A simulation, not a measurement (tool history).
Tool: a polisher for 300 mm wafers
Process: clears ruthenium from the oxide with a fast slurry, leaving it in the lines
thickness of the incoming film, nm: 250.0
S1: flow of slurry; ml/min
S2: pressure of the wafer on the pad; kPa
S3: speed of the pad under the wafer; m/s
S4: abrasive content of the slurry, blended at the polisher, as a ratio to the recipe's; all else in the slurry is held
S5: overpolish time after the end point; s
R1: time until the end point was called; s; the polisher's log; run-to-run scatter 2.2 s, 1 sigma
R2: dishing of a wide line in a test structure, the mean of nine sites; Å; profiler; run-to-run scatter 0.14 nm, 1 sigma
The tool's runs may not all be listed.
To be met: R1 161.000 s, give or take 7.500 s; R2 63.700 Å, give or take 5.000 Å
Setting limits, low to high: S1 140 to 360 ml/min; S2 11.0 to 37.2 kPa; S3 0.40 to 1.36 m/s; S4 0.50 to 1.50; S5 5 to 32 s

run    day   S1    S2    S3    S4  S5       R1       R2
  1  0.000  230  24.1  0.88  1.00  16   44.051  596.480
  2  0.262  210  21.4  0.78  0.90  14   59.092  446.830
  3  0.429  210  19.3  0.78  0.90  14   64.593  410.040
  4  0.533  175  19.3  0.78  0.90  14   65.843  381.910
  5  0.604  175  19.3  0.58  0.90  14   86.779  325.720
  6  0.917  175  19.3  0.66  0.90  14   77.082  360.070
  7  1.229  165  17.2  0.60  0.80  12   97.560  241.220
  8  1.533  160  15.9  0.58  0.75  10  111.740  176.640
  9  1.604  155  14.5  0.58  0.70   9  123.510  146.760
 10  1.696  150  13.8  0.58  0.65   8  135.220  115.290

Which one of the following 4 next-run settings gets every result inside its allowed miss? There is exactly one.
  A  1.788  140  11.7  0.46  0.90  15   ?   ?
  B  1.788  140  13.1  0.50  0.50   5   ?   ?
  C  1.788  140  13.8  0.48  0.65   5   ?   ?
  D  1.788  140  11.0  0.58  0.50   5   ?   ?

move       R1       R2
   A  169.190  176.320
   B  181.760   56.586
   C  162.110   63.328
   D  182.760   56.281
A: lands further from the targets than the last run did
B: the result that was furthest off in the last run now lies on the other side of its target
C: hits every target within its allowed miss
D: the result that was furthest off in the last run now lies on the other side of its target
Answer: C

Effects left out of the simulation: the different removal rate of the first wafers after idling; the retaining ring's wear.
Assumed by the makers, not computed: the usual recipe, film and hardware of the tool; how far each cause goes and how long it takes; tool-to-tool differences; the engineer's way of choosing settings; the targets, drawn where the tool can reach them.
